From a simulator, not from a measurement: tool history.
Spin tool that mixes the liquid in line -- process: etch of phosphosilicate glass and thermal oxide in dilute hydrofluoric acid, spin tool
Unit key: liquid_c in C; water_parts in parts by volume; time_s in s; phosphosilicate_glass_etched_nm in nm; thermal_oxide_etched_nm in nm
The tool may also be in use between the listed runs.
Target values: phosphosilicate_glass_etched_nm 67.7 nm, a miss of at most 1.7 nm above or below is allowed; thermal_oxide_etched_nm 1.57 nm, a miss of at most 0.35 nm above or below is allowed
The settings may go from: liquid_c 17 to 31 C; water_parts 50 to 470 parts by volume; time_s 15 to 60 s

| run | hour | liquid_c | water_parts | time_s | phosphosilicate_glass_etched_nm | thermal_oxide_etched_nm |
|---|---|---|---|---|---|---|
| 1 | 0 | 23 | 260 | 30 | 15.471 | 0.37307 |
| 2 | 2.5 | 23 | 260 | 20 | 10.209 | 0.26059 |
| 3 | 5.4 | 26 | 260 | 20 | 11.385 | 0.26948 |
| 4 | 6.7 | 26.5 | 235 | 20 | 13.248 | 0.33056 |
| 5 | 14 | 27 | 215 | 20 | 14.833 | 0.40162 |
| 6 | 15.3 | 27.5 | 200 | 20 | 16.658 | 0.40684 |
| 7 | 23.6 | 28 | 185 | 20 | 18.608 | 0.42868 |
|  | 29.4 | hydrofluoric acid flow meter replaced |
| 8 | 29.4 | 28.5 | 170 | 20 | 24.663 | 0.55515 |
| 9 | 36.4 | 28.5 | 155 | 20 | 27.701 | 0.66467 |
| 10 | 39.4 | 28.5 | 145 | 20 | 29.419 | 0.69104 |
| 11 | 47.4 | 28.5 | 135 | 20 | 32.388 | 0.72528 |
| 12 | 50.5 | 28.5 | 125 | 20 | 35.64 | 0.77889 |
| 13 | 55.4 | 29 | 115 | 20 | 39.355 | 0.90294 |
| 14 | 61.5 | 29 | 110 | 20 | 41.851 | 0.88549 |
| 15 | 68.4 | 29 | 105 | 20 | 43.713 | 0.95689 |
| 16 | 76.3 | 29 | 100 | 20 | 46.677 | 1.087 |
| 17 | 84 | 29 | 95 | 20 | 49.591 | 1.058 |
| 18 | 89.3 | 29 | 90 | 20 | 52.184 | 1.3153 |
| 19 | 96.3 | 29 | 85 | 20 | 55.723 | 1.2082 |
| 20 | 98.4 | 28 | 75 | 20 | 61.707 | 1.3234 |
| 21 | 100.5 | 27.5 | 75 | 20 | 60.176 | 1.378 |
| 22 | 107.7 | 27 | 70 | 20 | 64.286 | 1.5083 |

Next run, 4 choices. One meets every target within its allowed miss, the rest don't. Which?
| A | 114.9 | 23 | 70 | 25 | ? | ? |
| B | 114.9 | 26.5 | 85 | 25 | ? | ? |
| C | 114.9 | 30 | 100 | 25 | ? | ? |
| D | 114.9 | 28.5 | 95 | 25 | ? | ? |

| move | phosphosilicate_glass_etched_nm | thermal_oxide_etched_nm |
|---|---|---|
| A | 68.681 | 1.5415 |
| B | 63.814 | 1.4322 |
| C | 60.767 | 1.3639 |
| D | 60.859 | 1.3659 |
A: all results land within tolerance of their targets
B: its largest miss is bigger than the last run's
C: its largest miss is bigger than the last run's
D: its largest miss is bigger than the last run's
The move that meets every target is A.
